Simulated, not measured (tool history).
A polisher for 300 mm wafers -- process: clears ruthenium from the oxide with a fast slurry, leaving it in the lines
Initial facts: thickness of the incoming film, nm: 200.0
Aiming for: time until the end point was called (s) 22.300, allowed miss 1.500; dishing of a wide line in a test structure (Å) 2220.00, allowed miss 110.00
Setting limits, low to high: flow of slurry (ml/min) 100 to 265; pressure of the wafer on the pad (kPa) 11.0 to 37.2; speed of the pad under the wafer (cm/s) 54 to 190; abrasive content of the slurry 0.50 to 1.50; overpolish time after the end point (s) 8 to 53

run,hour,flow of slurry (ml/min),pressure of the wafer on the pad (kPa),speed of the pad under the wafer (cm/s),abrasive content of the slurry,overpolish time after the end point (s),time until the end point was called (s),dishing of a wide line in a test structure (Å)
1,0.0,170,24.1,122,1.00,27,32.762,1295.80
2,2.1,210,24.1,122,1.00,27,31.673,1337.10
3,5.9,210,24.1,122,1.00,21,31.517,1097.60
4,12.3,210,24.1,106,1.00,21,35.946,993.99
5,17.1,210,25.5,112,1.00,24,31.411,1230.50
6,23.7,210,21.4,112,1.00,24,38.265,1071.60
7,28.0,210,23.4,114,1.00,26,33.578,1218.60
8,34.2,200,24.8,116,1.00,28,32.085,1352.80
9,39.2,200,26.2,116,1.00,29,31.349,1440.60
10,41.6,200,27.6,116,1.00,30,29.050,1552.80
11,44.3,200,29.0,116,1.00,31,27.806,1599.60
12,52.3,200,29.0,116,1.00,31,28.234,1553.90
13,54.5,200,29.6,118,1.00,32,27.206,1691.50
# hour 57.3: slurry blender recalibrated
14,57.3,200,30.3,120,1.00,33,24.270,1840.80
15,65.1,200,30.3,120,1.00,34,23.467,1909.50
16,68.7,200,30.3,120,1.00,35,23.710,1880.60
17,75.9,195,30.3,120,1.00,36,23.585,1914.50
18,78.2,195,30.3,120,1.00,37,24.022,1996.10
19,80.4,200,31.0,120,1.00,39,23.240,2032.10
20,81.6,195,31.7,120,1.00,41,22.217,2069.80

Below are 4 possible settings for the next run. Only one of them brings all results inside the allowed miss of their targets. Which is it?
A,82.8,175,31.0,128,1.00,45,?,?
B,82.8,155,24.8,152,1.20,36,?,?
C,82.8,210,35.2,136,0.80,40,?,?
D,82.8,175,30.3,126,0.95,39,?,?

move,time until the end point was called (s),dishing of a wide line in a test structure (Å)
A,22.656,2209.60
B,22.781,1976.40
C,19.938,2219.40
D,23.854,2012.00
A: meets every target
B: the biggest miss grows against the last run
C: brings the result that was furthest off to its target, and leaves another outside
D: the biggest miss grows against the last run
Move A is the one to make.
